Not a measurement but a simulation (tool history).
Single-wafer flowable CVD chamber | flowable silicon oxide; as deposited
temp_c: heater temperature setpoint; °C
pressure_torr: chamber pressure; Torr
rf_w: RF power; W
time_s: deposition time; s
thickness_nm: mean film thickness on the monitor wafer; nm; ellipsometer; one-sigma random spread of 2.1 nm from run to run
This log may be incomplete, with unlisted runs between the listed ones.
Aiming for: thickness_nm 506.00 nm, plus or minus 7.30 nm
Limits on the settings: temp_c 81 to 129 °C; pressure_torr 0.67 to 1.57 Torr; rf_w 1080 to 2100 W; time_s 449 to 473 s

Run 1, hour 0.0: temp_c 105 °C, pressure_torr 1.12 Torr, rf_w 1590 W, time_s 473 s. Result: thickness_nm 375.82 nm.
Run 2, hour 4.3: temp_c 105 °C, pressure_torr 1.21 Torr, rf_w 1590 W, time_s 473 s. Result: thickness_nm 404.01 nm.
Run 3, hour 8.7: temp_c 103 °C, pressure_torr 1.21 Torr, rf_w 1590 W, time_s 473 s. Result: thickness_nm 427.24 nm.
Run 4, hour 15.5: temp_c 103 °C, pressure_torr 1.21 Torr, rf_w 1590 W, time_s 449 s. Result: thickness_nm 409.03 nm.
Run 5, hour 23.8: temp_c 103 °C, pressure_torr 1.21 Torr, rf_w 1815 W, time_s 449 s. Result: thickness_nm 426.97 nm.
Run 6, hour 30.4: temp_c 102 °C, pressure_torr 1.21 Torr, rf_w 1815 W, time_s 449 s. Result: thickness_nm 441.00 nm.
Run 7, hour 37.4: temp_c 101 °C, pressure_torr 1.21 Torr, rf_w 1815 W, time_s 449 s. Result: thickness_nm 453.78 nm.
Run 8, hour 45.9: temp_c 100 °C, pressure_torr 1.21 Torr, rf_w 1815 W, time_s 449 s. Result: thickness_nm 465.01 nm.
Run 9, hour 51.0: temp_c 99 °C, pressure_torr 1.21 Torr, rf_w 1815 W, time_s 449 s. Result: thickness_nm 483.40 nm.
Run 10, hour 56.9: temp_c 98 °C, pressure_torr 1.21 Torr, rf_w 1815 W, time_s 449 s. Result: thickness_nm 496.24 nm.

Which single option among these 4 for the next run brings every result within its allowed miss of target? Just one does.
Run A, hour 62.8: temp_c 105 °C, pressure_torr 1.42 Torr, rf_w 1830 W, time_s 470 s. Result: thickness_nm ?.
Run B, hour 62.8: temp_c 99 °C, pressure_torr 1.21 Torr, rf_w 1675 W, time_s 460 s. Result: thickness_nm ?.
Run C, hour 62.8: temp_c 98 °C, pressure_torr 1.14 Torr, rf_w 2100 W, time_s 471 s. Result: thickness_nm ?.
Run D, hour 62.8: temp_c 101 °C, pressure_torr 1.27 Torr, rf_w 1855 W, time_s 454 s. Result: thickness_nm ?.

move  thickness_nm
   A        488.22
   B        478.37
   C        506.39
   D        482.59
A: moves away from the targets compared with the last run
B: moves away from the targets compared with the last run
C: every result within its allowed miss
D: moves away from the targets compared with the last run
Go with C: it meets all targets.
